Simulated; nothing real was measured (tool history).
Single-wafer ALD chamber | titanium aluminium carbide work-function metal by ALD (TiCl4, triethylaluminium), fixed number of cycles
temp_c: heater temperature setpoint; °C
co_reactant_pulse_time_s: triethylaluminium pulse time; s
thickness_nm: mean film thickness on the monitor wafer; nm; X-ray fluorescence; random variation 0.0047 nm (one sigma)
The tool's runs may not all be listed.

run    day  temp_c  co_reactant_pulse_time_s  thickness_nm
  1  0.000     315                     12.98        2.1397
  2  0.171     323                     12.98        2.2222
  3  0.517     317                     12.98        2.1658
  4  0.854     314                     12.25        2.1330
  5  1.067     311                     11.32        2.0896
  6  1.308     309                     10.93        2.0673
  7  1.488     307                     10.58        2.0353
  8  1.850     305                     10.38        2.0138
  9  1.958     303                     10.22        1.9960

Run 10 comes next. What will it give?
 10  2.292     302                     10.07             ?

thickness_nm: 1.9816 nm
